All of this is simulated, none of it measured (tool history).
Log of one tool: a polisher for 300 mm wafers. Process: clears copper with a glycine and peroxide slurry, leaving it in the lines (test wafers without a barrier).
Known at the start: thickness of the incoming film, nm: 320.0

run	hour	flow of slurry (ml/min)	pressure of the wafer on the pad (kPa)	speed of the pad under the wafer (m/s)	overpolish time after the end point (s)	time until the end point was called (s)	dishing of a wide line in a test structure (nm)
1	0.0	295	13.8	0.78	23	97.211	55.833
2	7.0	295	13.8	0.78	31	99.586	71.237
3	9.2	295	13.8	0.78	27	98.598	63.643
4	17.9	295	11.0	0.78	27	110.400	57.071
5	22.3	240	11.0	0.78	27	111.080	56.062
6	27.1	240	11.0	0.78	34	112.570	65.729
7	32.3	240	11.7	0.80	29	106.210	60.775

Run 8 comes next. What will it give?
8	36.2	260	14.5	0.88	18	?	?

Run 8 gave time until the end point was called (s) 88.131, dishing of a wide line in a test structure (nm) 48.402.
